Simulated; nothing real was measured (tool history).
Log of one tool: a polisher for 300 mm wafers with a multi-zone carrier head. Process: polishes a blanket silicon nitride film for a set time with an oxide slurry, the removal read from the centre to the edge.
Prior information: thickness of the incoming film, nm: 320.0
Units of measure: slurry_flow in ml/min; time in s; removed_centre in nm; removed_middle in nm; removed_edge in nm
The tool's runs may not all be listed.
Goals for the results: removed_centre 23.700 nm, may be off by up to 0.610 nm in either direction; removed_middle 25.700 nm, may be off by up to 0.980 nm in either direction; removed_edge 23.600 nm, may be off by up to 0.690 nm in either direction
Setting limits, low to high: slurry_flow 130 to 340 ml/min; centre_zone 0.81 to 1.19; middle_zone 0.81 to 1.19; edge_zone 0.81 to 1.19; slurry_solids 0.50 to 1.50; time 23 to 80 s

run  hour  slurry_flow  centre_zone  middle_zone  edge_zone  slurry_solids  time  removed_centre  removed_middle  removed_edge
  1   0.0          220         1.00         1.00       1.00           1.00    51          28.463          28.604        27.174
  2   3.3          210         0.98         0.99       0.97           1.00    51          27.881          27.791        26.743
  3  10.4          210         0.92         0.99       0.97           1.00    51          25.990          28.040        27.464
  4  17.1          205         0.92         0.99       0.94           0.95    51          25.038          27.039        26.207
  5  18.4          200         0.92         0.99       0.92           0.95    51          24.637          27.278        25.310
  6  23.2          200         0.92         0.99       0.85           0.95    51          25.182          27.124        25.046
  7  24.2          190         0.92         0.99       0.84           0.95    51          24.631          26.534        24.726
  8  29.8          185         0.92         0.99       0.83           0.95    51          24.601          26.235        24.558
  9  34.8          180         0.92         0.99       0.83           0.95    51          24.431          27.081        24.366
 10  37.8          175         0.92         0.98       0.83           0.95    51          24.020          26.180        24.829

Which of these 5 next moves meets every target?
  A  40.8          145         0.96         1.03       0.87           0.90    52               ?               ?             ?
  B  40.8          195         0.84         0.85       0.88           0.90    56               ?               ?             ?
  C  40.8          185         0.97         0.98       0.82           0.95    49               ?               ?             ?
  D  40.8          160         0.84         0.91       0.84           1.10    51               ?               ?             ?
  E  40.8          160         0.88         0.92       0.82           0.85    59               ?               ?             ?

move  removed_centre  removed_middle  removed_edge
   A          23.802          25.314        23.509
   B          23.925          24.664        26.603
   C          24.867          24.946        23.371
   D          23.673          25.925        26.259
   E          24.334          25.653        25.544
A: every result within its allowed miss
B: its largest miss is bigger than the last run's
C: brings the last run's worst result on target, with another outside its allowed miss
D: its largest miss is bigger than the last run's
E: its largest miss is bigger than the last run's
Answer: A
